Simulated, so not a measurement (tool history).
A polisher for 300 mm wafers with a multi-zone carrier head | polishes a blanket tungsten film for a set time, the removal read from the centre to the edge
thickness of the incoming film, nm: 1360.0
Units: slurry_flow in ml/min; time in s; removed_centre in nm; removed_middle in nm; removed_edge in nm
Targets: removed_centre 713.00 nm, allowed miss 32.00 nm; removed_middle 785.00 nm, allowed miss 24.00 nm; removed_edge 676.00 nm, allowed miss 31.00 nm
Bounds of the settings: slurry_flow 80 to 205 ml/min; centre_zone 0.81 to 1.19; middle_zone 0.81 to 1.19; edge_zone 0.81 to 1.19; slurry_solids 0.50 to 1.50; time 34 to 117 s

run,hour,slurry_flow,centre_zone,middle_zone,edge_zone,slurry_solids,time,removed_centre,removed_middle,removed_edge
1,0.0,135,1.00,1.00,1.00,1.00,75,493.05,476.10,507.11
2,1.2,135,1.00,1.00,1.08,1.00,75,479.90,489.02,518.77
3,9.7,135,1.00,1.00,1.08,0.90,75,465.46,464.89,503.32
4,12.0,155,1.00,1.00,1.08,0.90,75,483.78,482.54,503.62
5,19.6,140,1.00,1.00,1.08,0.90,75,476.25,478.70,512.42
6,21.6,140,1.01,1.02,1.08,0.95,76,513.48,490.92,516.92
7,26.6,175,0.91,1.12,1.02,1.20,95,649.40,755.96,710.46
# hour 32.7: slurry nozzle cleaned
8,32.7,180,0.92,1.12,1.01,1.20,95,709.96,817.41,723.82
9,33.9,175,0.95,1.10,0.96,1.00,93,663.36,733.64,666.96
10,40.4,180,0.95,1.10,0.96,1.00,93,665.28,727.77,671.79
11,46.4,180,0.95,1.11,0.96,1.00,93,671.77,745.74,675.56
12,52.1,195,0.96,1.12,0.95,0.95,92,667.94,736.31,672.59
13,52.8,195,0.96,1.12,0.95,0.95,92,680.56,729.41,656.36

5 next moves are on the table. One of them brings every result within its allowed miss. Which?
A,53.5,180,0.91,1.19,0.91,1.00,89,?,?,?
B,53.5,200,0.97,1.07,1.02,0.90,91,?,?,?
C,53.5,195,1.06,1.00,1.02,1.00,89,?,?,?
D,53.5,200,1.00,1.18,0.96,1.00,92,?,?,?
E,53.5,205,1.09,1.06,0.88,1.15,82,?,?,?

move,removed_centre,removed_middle,removed_edge
A,624.31,750.45,640.02
B,671.83,690.06,670.11
C,737.59,654.45,674.70
D,722.97,782.61,682.53
E,734.22,664.64,617.30
A: further off than the last run
B: further off than the last run
C: further off than the last run
D: meets every target
E: further off than the last run
The right move is D.

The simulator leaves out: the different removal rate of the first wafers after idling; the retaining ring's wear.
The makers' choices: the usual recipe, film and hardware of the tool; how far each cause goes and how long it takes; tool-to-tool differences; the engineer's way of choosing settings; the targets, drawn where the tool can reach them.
